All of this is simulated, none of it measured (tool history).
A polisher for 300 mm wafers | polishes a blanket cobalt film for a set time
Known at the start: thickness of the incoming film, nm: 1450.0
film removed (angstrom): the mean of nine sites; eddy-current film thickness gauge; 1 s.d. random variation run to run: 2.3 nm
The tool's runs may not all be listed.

run    day  flow of slurry (ml/min)  pressure of the wafer on the pad (psi)  speed of the pad under the wafer (m/s)  polishing time (s)  film removed (angstrom)
  1      0                      135                                     1.7                                    0.92                  71                   2846.4
  2  0.367                      165                                     1.7                                    0.92                  71                   2912.5
  3  0.446                      165                                     1.7                                    0.92                  75                   3093.5
  4  0.654                      165                                     1.8                                    0.92                  75                   3268.4
  5  0.783                      165                                     1.9                                    0.92                  75                   3425.3
  6  1.079                      165                                     1.9                                    0.92                  71                   3272.4
  7  1.183                      165                                       2                                    0.92                  71                   3437.3
  8  1.392                      170                                     2.1                                    0.92                  71                   3621.3

Predict the results of run 9:
  9  1.421                      170                                     2.1                                    0.92                  71                        ?

film removed (angstrom): 3654.6

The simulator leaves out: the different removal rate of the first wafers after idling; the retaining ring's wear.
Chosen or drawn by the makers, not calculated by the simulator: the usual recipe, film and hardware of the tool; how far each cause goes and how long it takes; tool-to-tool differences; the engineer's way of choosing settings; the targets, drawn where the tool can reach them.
